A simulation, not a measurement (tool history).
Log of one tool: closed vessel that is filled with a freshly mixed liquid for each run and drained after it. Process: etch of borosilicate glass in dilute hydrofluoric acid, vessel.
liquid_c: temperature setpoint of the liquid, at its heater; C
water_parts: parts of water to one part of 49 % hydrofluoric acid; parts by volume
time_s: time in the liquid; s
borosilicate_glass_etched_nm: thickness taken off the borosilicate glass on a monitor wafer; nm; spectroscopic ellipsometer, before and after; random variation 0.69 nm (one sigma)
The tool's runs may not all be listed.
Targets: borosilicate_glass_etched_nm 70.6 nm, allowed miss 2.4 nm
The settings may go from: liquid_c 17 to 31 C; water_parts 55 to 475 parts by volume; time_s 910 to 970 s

run  hour  liquid_c  water_parts  time_s  borosilicate_glass_etched_nm
  1     0        23          265     910                        94.644
  2     4      24.5          265     910                        100.09
  3   8.9      26.5          265     910                         108.2
  4  12.2      26.5          265     970                        116.72
  5  12.9        25          275     970                        103.92
  6  21.1        24          280     970                        97.253
  7  24.6        23          280     970                        94.125
  8  30.5        22          280     970                        91.981
  9  33.9      21.5          285     970                        88.871
 10  39.8        21          290     970                        84.251
 11  45.8      20.5          290     970                        82.282

Which of these 5 next moves meets every target?
  A  51.8        20          250     910                             ?
  B  51.8      25.5          295     910                             ?
  C  51.8      18.5          245     970                             ?
  D  51.8      24.5          370     970                             ?
  E  51.8        17          300     910                             ?

move  borosilicate_glass_etched_nm
   A                        91.477
   B                        90.879
   C                        94.314
   D                        69.578
   E                        65.102
A: further off than the last run
B: further off than the last run
C: further off than the last run
D: meets every target
E: takes the result that was furthest off past its target
Move D is the one to make.

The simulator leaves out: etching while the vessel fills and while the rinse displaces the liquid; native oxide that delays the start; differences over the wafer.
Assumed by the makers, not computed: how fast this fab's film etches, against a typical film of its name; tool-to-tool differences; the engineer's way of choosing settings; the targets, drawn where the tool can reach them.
